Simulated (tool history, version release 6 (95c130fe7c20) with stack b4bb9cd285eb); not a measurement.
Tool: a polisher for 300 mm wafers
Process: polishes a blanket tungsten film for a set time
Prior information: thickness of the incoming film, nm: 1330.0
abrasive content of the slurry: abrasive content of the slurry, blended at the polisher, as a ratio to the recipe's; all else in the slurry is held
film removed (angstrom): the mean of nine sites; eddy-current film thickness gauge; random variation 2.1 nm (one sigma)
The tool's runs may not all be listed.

| run | hour | flow of slurry (ml/min) | pressure of the wafer on the pad (psi) | speed of the pad under the wafer (m/s) | abrasive content of the slurry | polishing time (s) | film removed (angstrom) |
|---|---|---|---|---|---|---|---|
| 1 | 0 | 135 | 3.8 | 1.02 | 1 | 116 | 4617.6 |
| 2 | 5.1 | 135 | 3.5 | 1.02 | 1 | 116 | 4380.2 |
| 3 | 5.8 | 135 | 3.5 | 1.2 | 1 | 116 | 5115.1 |
| 4 | 14.5 | 130 | 3 | 1.1 | 1 | 116 | 4160.7 |
| 5 | 18.9 | 125 | 2.6 | 1.02 | 1 | 116 | 3465.3 |
| 6 | 23.5 | 125 | 2.6 | 1.02 | 1 | 116 | 3458.2 |
| 7 | 25.4 | 120 | 2.3 | 0.98 | 1 | 116 | 3007.7 |
| 8 | 31 | 115 | 2.1 | 0.96 | 1 | 116 | 2757.3 |
| 9 | 37.1 | 110 | 2 | 0.96 | 1 | 116 | 2660.8 |
| 10 | 42.3 | 110 | 2 | 0.96 | 1 | 116 | 2649.9 |
| 11 | 49.6 | 105 | 1.9 | 0.96 | 1 | 116 | 2506.9 |
| 12 | 57.4 | 100 | 1.9 | 0.96 | 1 | 116 | 2480 |

Run 13 is up next; what results do you expect?
| 13 | 60.8 | 95 | 1.9 | 0.96 | 1 | 116 | ? |

Run 13 gave film removed (angstrom) 2482.9.
